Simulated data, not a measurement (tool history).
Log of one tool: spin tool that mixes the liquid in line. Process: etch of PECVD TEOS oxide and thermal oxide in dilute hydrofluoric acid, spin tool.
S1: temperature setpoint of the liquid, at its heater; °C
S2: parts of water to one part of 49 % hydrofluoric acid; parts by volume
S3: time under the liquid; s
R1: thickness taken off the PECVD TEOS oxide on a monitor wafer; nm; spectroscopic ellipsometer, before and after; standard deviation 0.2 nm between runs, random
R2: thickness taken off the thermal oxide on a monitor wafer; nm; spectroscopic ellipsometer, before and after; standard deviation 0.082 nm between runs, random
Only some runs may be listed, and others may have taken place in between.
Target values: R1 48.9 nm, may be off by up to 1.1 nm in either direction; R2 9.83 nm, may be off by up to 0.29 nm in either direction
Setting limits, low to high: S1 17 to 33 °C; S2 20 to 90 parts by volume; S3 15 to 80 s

Run 1, hour 0: S1 25 °C, S2 50 parts by volume, S3 40 s. Result: R1 18.098 nm, R2 3.678 nm.
Run 2, hour 0.9: S1 27 °C, S2 40 parts by volume, S3 40 s. Result: R1 24.851 nm, R2 5.0488 nm.
Run 3, hour 2.7: S1 28.5 °C, S2 35 parts by volume, S3 40 s. Result: R1 30.546 nm, R2 6.1226 nm.
Run 4, hour 10.7: S1 28.5 °C, S2 35 parts by volume, S3 45 s. Result: R1 34.698 nm, R2 6.9038 nm.
Run 5, hour 18.9: S1 28.5 °C, S2 55 parts by volume, S3 45 s. Result: R1 21.27 nm, R2 4.2514 nm.
At hour 23.9: thermometer replaced.
Run 6, hour 23.9: S1 31.5 °C, S2 55 parts by volume, S3 45 s. Result: R1 25.045 nm, R2 5.0437 nm.
Run 7, hour 27.1: S1 32 °C, S2 50 parts by volume, S3 45 s. Result: R1 28.49 nm, R2 5.7634 nm.
Run 8, hour 35.6: S1 32.5 °C, S2 45 parts by volume, S3 45 s. Result: R1 32.092 nm, R2 6.5409 nm.
Run 9, hour 38.2: S1 32.5 °C, S2 40 parts by volume, S3 45 s. Result: R1 36.744 nm, R2 7.3924 nm.
Run 10, hour 43.6: S1 32.5 °C, S2 35 parts by volume, S3 45 s. Result: R1 42.43 nm, R2 8.4634 nm.
Run 11, hour 47: S1 33 °C, S2 30 parts by volume, S3 45 s. Result: R1 51.225 nm, R2 10.24 nm.

Which single option among these 4 for the next run brings every result within its allowed miss of target? Just one does.
Run A, hour 50.4: S1 28 °C, S2 30 parts by volume, S3 60 s. Result: R1 ?, R2 ?.
Run B, hour 50.4: S1 26 °C, S2 30 parts by volume, S3 55 s. Result: R1 ?, R2 ?.
Run C, hour 50.4: S1 21.5 °C, S2 20 parts by volume, S3 50 s. Result: R1 ?, R2 ?.
Run D, hour 50.4: S1 23 °C, S2 30 parts by volume, S3 65 s. Result: R1 ?, R2 ?.

move      R1      R2
   A  55.291  11.113
   B    46.7  9.3867
   C  53.402  10.734
   D  48.703  9.7892
A: misses by more than the last run did
B: pushes the last run's worst result past its target
C: misses by more than the last run did
D: all results in spec
Correct choice: D, which meets every target
